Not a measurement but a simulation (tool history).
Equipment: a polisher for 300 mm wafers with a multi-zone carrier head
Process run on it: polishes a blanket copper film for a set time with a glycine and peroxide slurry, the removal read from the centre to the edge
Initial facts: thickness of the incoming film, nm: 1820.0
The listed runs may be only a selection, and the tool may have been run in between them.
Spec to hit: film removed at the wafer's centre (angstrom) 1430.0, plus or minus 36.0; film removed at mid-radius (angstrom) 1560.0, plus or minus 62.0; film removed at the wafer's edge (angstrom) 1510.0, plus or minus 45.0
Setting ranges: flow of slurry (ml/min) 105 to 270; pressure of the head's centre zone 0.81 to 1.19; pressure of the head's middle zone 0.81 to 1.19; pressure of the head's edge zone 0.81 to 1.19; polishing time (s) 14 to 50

run	hour	flow of slurry (ml/min)	pressure of the head's centre zone	pressure of the head's middle zone	pressure of the head's edge zone	polishing time (s)	film removed at the wafer's centre (angstrom)	film removed at mid-radius (angstrom)	film removed at the wafer's edge (angstrom)
1	0.0	175	1.00	1.00	1.00	32	2131.6	2126.1	2181.4
2	8.7	175	0.99	1.00	0.98	31	2070.7	2103.2	2111.3
3	13.5	170	0.98	0.99	0.97	30	1964.6	2004.1	2007.1
4	22.3	170	0.98	0.99	0.97	33	2139.1	2211.2	2164.7
5	23.8	190	0.98	0.99	0.97	33	2224.1	2262.7	2208.9
6	25.5	185	0.97	0.98	0.96	32	2090.9	2098.6	2140.4
7	30.1	180	0.96	0.98	0.94	31	2015.9	2076.8	2036.0
8	34.7	175	0.95	0.97	0.93	30	1900.9	2029.4	1979.6
9	43.3	175	0.95	0.96	0.92	29	1844.6	1916.9	1896.4
10	50.1	170	0.94	0.95	0.91	28	1761.7	1835.9	1804.9
11	58.1	165	0.93	0.94	0.90	28	1731.1	1788.6	1798.0
12	60.0	165	0.92	0.94	0.89	28	1699.2	1763.5	1787.9
13	68.7	165	0.92	0.94	0.88	28	1708.7	1817.2	1759.0
14	73.8	160	0.91	0.93	0.87	28	1695.9	1737.7	1759.3
15	76.3	160	0.91	0.93	0.86	28	1666.9	1761.8	1746.2
16	77.3	150	0.90	0.93	0.83	26	1511.5	1594.6	1609.0
17	84.3	160	0.90	0.95	0.82	25	1470.3	1626.3	1547.8

Pick the move, out of 5, that brings all results within their allowed miss; only one does.
A	91.3	205	0.87	1.00	0.83	26	?	?	?
B	91.3	150	0.93	0.92	0.81	25	?	?	?
C	91.3	155	0.85	1.02	0.88	25	?	?	?
D	91.3	140	0.93	1.00	0.89	24	?	?	?
E	91.3	250	0.94	1.00	0.81	23	?	?	?

move	film removed at the wafer's centre (angstrom)	film removed at mid-radius (angstrom)	film removed at the wafer's edge (angstrom)
A	1551.5	1797.3	1658.1
B	1502.7	1533.0	1522.0
C	1383.2	1676.4	1574.5
D	1420.4	1551.0	1496.2
E	1527.2	1630.9	1482.2
A: further off than the last run
B: further off than the last run
C: takes the biggest miss from the last run beyond its target
D: every result within its allowed miss
E: further off than the last run
So the answer is move D, the one that meets all the targets.
